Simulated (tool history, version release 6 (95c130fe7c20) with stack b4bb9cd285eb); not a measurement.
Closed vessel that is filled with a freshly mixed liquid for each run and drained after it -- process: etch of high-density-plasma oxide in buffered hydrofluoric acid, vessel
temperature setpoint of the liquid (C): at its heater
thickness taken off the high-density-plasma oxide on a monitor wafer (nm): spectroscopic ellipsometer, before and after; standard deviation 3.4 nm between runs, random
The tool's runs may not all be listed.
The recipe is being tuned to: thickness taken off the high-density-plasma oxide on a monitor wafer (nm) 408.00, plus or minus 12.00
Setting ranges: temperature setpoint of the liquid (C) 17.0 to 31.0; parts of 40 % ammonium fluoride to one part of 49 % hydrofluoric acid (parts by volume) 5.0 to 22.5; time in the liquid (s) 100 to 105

run	hour	temperature setpoint of the liquid (C)	parts of 40 % ammonium fluoride to one part of 49 % hydrofluoric acid (parts by volume)	time in the liquid (s)	thickness taken off the high-density-plasma oxide on a monitor wafer (nm)
1	0.0	23.0	13.5	100	161.69
2	4.3	23.0	13.5	105	169.60
3	8.8	23.0	13.5	100	161.83
4	16.1	24.5	12.0	100	198.11
5	17.6	24.5	14.0	100	169.32
6	24.3	24.5	16.0	100	149.70
7	28.8	24.5	16.0	100	148.70
8	30.9	25.5	14.5	100	174.23
9	32.4	26.5	13.0	100	202.36
10	39.3	27.5	11.5	100	241.14
11	43.1	28.0	10.5	100	271.99
12	52.1	31.0	7.0	100	473.18
13	60.3	30.5	7.0	100	455.78
# hour 63.1: thermometer replaced
14	63.1	30.0	7.0	100	498.23

Pick the move, out of 4, that brings all results within their allowed miss; only one does.
A	65.9	30.0	8.0	100	?
B	65.9	27.5	7.5	100	?
C	65.9	30.5	8.0	100	?
D	65.9	27.5	7.0	100	?

move	thickness taken off the high-density-plasma oxide on a monitor wafer (nm)
A	436.63
B	410.27
C	448.20
D	441.96
A: gains on the last run, yet a result remains outside its allowed miss
B: each result inside its tolerance
C: gains on the last run, yet a result remains outside its allowed miss
D: gains on the last run, yet a result remains outside its allowed miss
The move that meets every target is B.
